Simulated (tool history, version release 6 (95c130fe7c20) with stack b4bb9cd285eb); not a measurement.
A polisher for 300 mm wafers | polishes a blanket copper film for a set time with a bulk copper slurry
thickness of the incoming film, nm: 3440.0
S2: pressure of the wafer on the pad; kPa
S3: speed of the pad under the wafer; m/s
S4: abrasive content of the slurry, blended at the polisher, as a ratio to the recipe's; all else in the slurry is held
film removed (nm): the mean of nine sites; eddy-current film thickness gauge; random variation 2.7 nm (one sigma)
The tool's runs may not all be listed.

Run 1, hour 0: flow of slurry (ml/min) 235, S2 20 kPa, S3 1.06 m/s, S4 1, polishing time (s) 47. Result: film removed (nm) 536.94.
Run 2, hour 0.8: flow of slurry (ml/min) 235, S2 22.8 kPa, S3 1.06 m/s, S4 1, polishing time (s) 47. Result: film removed (nm) 591.42.
Run 3, hour 3.5: flow of slurry (ml/min) 260, S2 22.8 kPa, S3 1.06 m/s, S4 1, polishing time (s) 47. Result: film removed (nm) 599.19.
Run 4, hour 6.8: flow of slurry (ml/min) 260, S2 25.5 kPa, S3 1.06 m/s, S4 1, polishing time (s) 47. Result: film removed (nm) 625.04.
Run 5, hour 9.5: flow of slurry (ml/min) 260, S2 23.4 kPa, S3 1 m/s, S4 1, polishing time (s) 47. Result: film removed (nm) 566.5.
Run 6, hour 18.4: flow of slurry (ml/min) 260, S2 21.4 kPa, S3 0.96 m/s, S4 1, polishing time (s) 47. Result: film removed (nm) 521.91.
Run 7, hour 24.3: flow of slurry (ml/min) 260, S2 19.3 kPa, S3 0.92 m/s, S4 1, polishing time (s) 47. Result: film removed (nm) 454.49.
Run 8, hour 25.6: flow of slurry (ml/min) 255, S2 13.8 kPa, S3 0.9 m/s, S4 1, polishing time (s) 47. Result: film removed (nm) 375.77.
Run 9, hour 27.9: flow of slurry (ml/min) 255, S2 13.1 kPa, S3 0.88 m/s, S4 1, polishing time (s) 47. Result: film removed (nm) 357.14.
Run 10, hour 35.3: flow of slurry (ml/min) 255, S2 12.4 kPa, S3 0.86 m/s, S4 1, polishing time (s) 47. Result: film removed (nm) 344.45.

Forecast run 11:
Run 11, hour 41.9: flow of slurry (ml/min) 255, S2 11.7 kPa, S3 0.86 m/s, S4 1, polishing time (s) 47. Result: film removed (nm) ?.

film removed (nm): 332.76
